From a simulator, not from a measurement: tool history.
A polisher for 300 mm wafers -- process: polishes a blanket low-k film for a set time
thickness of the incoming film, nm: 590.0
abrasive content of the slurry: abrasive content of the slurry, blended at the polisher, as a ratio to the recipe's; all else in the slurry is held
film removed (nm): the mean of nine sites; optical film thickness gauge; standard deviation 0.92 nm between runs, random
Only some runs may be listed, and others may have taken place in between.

run	day	flow of slurry (ml/min)	pressure of the wafer on the pad (psi)	speed of the pad under the wafer (m/s)	abrasive content of the slurry	polishing time (s)	film removed (nm)
1	0.000	320	1.8	1.22	1.0	92	35.978
2	0.354	320	1.8	1.22	0.9	92	33.153
3	0.446	320	2.1	1.28	0.9	92	40.591
4	0.779	320	2.3	1.34	0.9	92	45.575
5	0.842	320	2.5	1.34	0.9	92	50.220
6	0.921	360	2.5	1.34	0.9	92	48.417
7	1.042	350	2.6	1.40	0.9	92	53.049
8	1.125	350	2.7	1.46	0.9	92	58.166
9	1.254	350	2.7	1.48	0.9	92	59.541
10	1.388	350	2.7	1.50	0.9	92	59.139
11	1.412	350	2.7	1.50	0.9	92	58.573
12	1.717	350	2.7	1.54	0.9	92	59.056

Run 13 is up next; what results do you expect?
13	1.862	350	2.7	1.56	0.9	92	?

film removed (nm): 60.577
